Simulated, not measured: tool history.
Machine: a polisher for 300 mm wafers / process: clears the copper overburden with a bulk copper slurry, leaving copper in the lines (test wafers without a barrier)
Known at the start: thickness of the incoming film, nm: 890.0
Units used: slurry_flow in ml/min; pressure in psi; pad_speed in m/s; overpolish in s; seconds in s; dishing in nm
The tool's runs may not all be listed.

Run 1, day 0.000: slurry_flow 205 ml/min, pressure 2.5 psi, pad_speed 1.32 m/s, slurry_solids 1.00, overpolish 16 s. Result: seconds 83.476 s, dishing 88.129 nm.
Run 2, day 0.358: slurry_flow 210 ml/min, pressure 2.7 psi, pad_speed 1.32 m/s, slurry_solids 1.00, overpolish 16 s. Result: seconds 77.386 s, dishing 91.435 nm.
Run 3, day 0.396: slurry_flow 210 ml/min, pressure 2.7 psi, pad_speed 1.32 m/s, slurry_solids 0.90, overpolish 16 s. Result: seconds 79.682 s, dishing 91.527 nm.
Run 4, day 0.567: slurry_flow 210 ml/min, pressure 2.7 psi, pad_speed 1.32 m/s, slurry_solids 0.75, overpolish 16 s. Result: seconds 81.908 s, dishing 92.166 nm.
Run 5, day 0.867: slurry_flow 210 ml/min, pressure 2.9 psi, pad_speed 1.32 m/s, slurry_solids 0.75, overpolish 16 s. Result: seconds 74.821 s, dishing 93.126 nm.
Run 6, day 0.946: slurry_flow 210 ml/min, pressure 3.0 psi, pad_speed 1.32 m/s, slurry_solids 0.75, overpolish 17 s. Result: seconds 74.630 s, dishing 99.040 nm.
Run 7, day 1.250: slurry_flow 215 ml/min, pressure 3.1 psi, pad_speed 1.32 m/s, slurry_solids 0.75, overpolish 17 s. Result: seconds 72.012 s, dishing 102.470 nm.
Run 8, day 1.538: slurry_flow 215 ml/min, pressure 3.2 psi, pad_speed 1.32 m/s, slurry_solids 0.75, overpolish 17 s. Result: seconds 69.735 s, dishing 104.470 nm.

Forecast run 9:
Run 9, day 1.808: slurry_flow 215 ml/min, pressure 3.3 psi, pad_speed 1.32 m/s, slurry_solids 0.75, overpolish 17 s. Result: seconds ?, dishing ?.

{"run 9": {"seconds": 68.158, "dishing": 105.66}}
